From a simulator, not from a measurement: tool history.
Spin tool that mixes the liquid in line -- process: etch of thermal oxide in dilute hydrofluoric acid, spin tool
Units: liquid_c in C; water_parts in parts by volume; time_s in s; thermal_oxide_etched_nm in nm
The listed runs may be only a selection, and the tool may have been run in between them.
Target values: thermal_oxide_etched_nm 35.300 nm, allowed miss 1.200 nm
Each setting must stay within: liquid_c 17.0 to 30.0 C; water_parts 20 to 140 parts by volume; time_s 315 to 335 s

run 1 hour=0.0 | liquid_c=22.0 water_parts=75 time_s=315 | thermal_oxide_etched_nm=19.045
run 2 hour=8.9 | liquid_c=22.0 water_parts=75 time_s=335 | thermal_oxide_etched_nm=20.226
run 3 hour=13.7 | liquid_c=24.0 water_parts=75 time_s=335 | thermal_oxide_etched_nm=21.941
run 4 hour=18.1 | liquid_c=21.0 water_parts=75 time_s=335 | thermal_oxide_etched_nm=19.646
run 5 hour=26.4 | liquid_c=24.0 water_parts=75 time_s=335 | thermal_oxide_etched_nm=22.091
run 6 hour=33.5 | liquid_c=24.0 water_parts=75 time_s=335 | thermal_oxide_etched_nm=22.418
run 7 hour=37.3 | liquid_c=24.0 water_parts=75 time_s=335 | thermal_oxide_etched_nm=21.964
run 8 hour=45.9 | liquid_c=25.5 water_parts=70 time_s=335 | thermal_oxide_etched_nm=25.308
run 9 hour=47.3 | liquid_c=26.5 water_parts=65 time_s=335 | thermal_oxide_etched_nm=29.024
run 10 hour=54.1 | liquid_c=27.5 water_parts=65 time_s=335 | thermal_oxide_etched_nm=29.335
run 11 hour=62.6 | liquid_c=28.0 water_parts=65 time_s=335 | thermal_oxide_etched_nm=30.126

Pick the move, out of 4, that brings all results within their allowed miss; only one does.
run A hour=71.1 | liquid_c=30.0 water_parts=75 time_s=315 | thermal_oxide_etched_nm=?
run B hour=71.1 | liquid_c=28.0 water_parts=55 time_s=330 | thermal_oxide_etched_nm=?
run C hour=71.1 | liquid_c=27.5 water_parts=60 time_s=335 | thermal_oxide_etched_nm=?
run D hour=71.1 | liquid_c=25.0 water_parts=55 time_s=335 | thermal_oxide_etched_nm=?

move=A thermal_oxide_etched_nm=26.196
move=B thermal_oxide_etched_nm=35.643
move=C thermal_oxide_etched_nm=32.283
move=D thermal_oxide_etched_nm=32.074
A: misses by more than the last run did
B: hits every target within its allowed miss
C: closer than the last run, but not yet in spec
D: closer than the last run, but not yet in spec
Move B is the one to make.

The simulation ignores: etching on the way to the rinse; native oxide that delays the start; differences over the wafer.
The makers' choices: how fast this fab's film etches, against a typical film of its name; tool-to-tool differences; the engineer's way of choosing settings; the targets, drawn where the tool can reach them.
